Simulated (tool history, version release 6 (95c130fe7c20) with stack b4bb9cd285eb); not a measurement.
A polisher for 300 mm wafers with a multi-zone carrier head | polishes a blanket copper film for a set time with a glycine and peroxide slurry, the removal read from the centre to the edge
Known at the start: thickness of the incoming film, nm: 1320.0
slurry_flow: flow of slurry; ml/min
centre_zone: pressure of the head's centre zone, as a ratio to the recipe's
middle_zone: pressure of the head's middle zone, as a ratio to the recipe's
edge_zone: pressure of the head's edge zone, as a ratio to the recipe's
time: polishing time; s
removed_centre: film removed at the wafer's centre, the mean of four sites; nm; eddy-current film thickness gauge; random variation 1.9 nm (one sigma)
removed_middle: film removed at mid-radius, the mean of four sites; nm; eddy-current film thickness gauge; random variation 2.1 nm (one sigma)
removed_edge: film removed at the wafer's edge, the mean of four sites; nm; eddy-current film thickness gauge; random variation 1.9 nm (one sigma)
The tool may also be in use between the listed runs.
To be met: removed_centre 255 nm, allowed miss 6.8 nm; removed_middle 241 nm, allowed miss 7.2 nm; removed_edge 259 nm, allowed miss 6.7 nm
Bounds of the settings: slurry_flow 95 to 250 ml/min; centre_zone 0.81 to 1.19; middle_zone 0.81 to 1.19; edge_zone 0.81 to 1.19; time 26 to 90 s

run,hour,slurry_flow,centre_zone,middle_zone,edge_zone,time,removed_centre,removed_middle,removed_edge
1,0,160,1,1,1,58,368.58,365.36,393.52
2,6.2,160,1,1,0.92,58,362.16,366.32,376.6
3,7.8,135,1,1,0.92,58,357.02,352.9,368.95
4,10.5,135,1.06,1,0.92,58,368.14,347.46,369.72
5,12.9,130,1.05,0.99,0.9,54,339.36,326.69,338.79
6,16.7,125,1.04,0.96,0.89,51,316.34,295.87,317.56
7,20.5,125,1.03,0.95,0.88,49,301.8,282.91,304.65
8,23.9,125,1.02,0.94,0.87,47,286.28,265.94,287.47
9,29.9,125,1.01,0.93,0.86,46,278.12,258.81,282.63
10,32.4,125,1.01,0.93,0.85,45,273.33,255.65,276.16
# hour 41: edge zone pressure recalibrated
11,41,120,1.01,0.93,0.84,45,269.39,252.66,258.59
12,42.5,115,1,0.93,0.85,45,269.9,251.37,257.95
13,51,120,0.99,0.92,0.86,45,269.41,249.4,258.38
14,51.7,130,0.99,0.92,0.86,44,267.49,249.06,260.7

Which of these 4 next moves meets every target?
A,52.4,140,1.05,0.98,1.04,40,?,?,?
B,52.4,150,1.04,0.85,1.07,42,?,?,?
C,52.4,95,1.12,0.95,1.06,42,?,?,?
D,52.4,155,1.02,0.95,0.93,40,?,?,?

move,removed_centre,removed_middle,removed_edge
A,260.45,240.26,260.27
B,275.41,227.05,280.25
C,258.4,224.65,259.35
D,260.64,238.61,250.17
A: meets every target
B: further off than the last run
C: brings the result that was furthest off to its target, and leaves another outside
D: brings the result that was furthest off to its target, and leaves another outside
Answer: A

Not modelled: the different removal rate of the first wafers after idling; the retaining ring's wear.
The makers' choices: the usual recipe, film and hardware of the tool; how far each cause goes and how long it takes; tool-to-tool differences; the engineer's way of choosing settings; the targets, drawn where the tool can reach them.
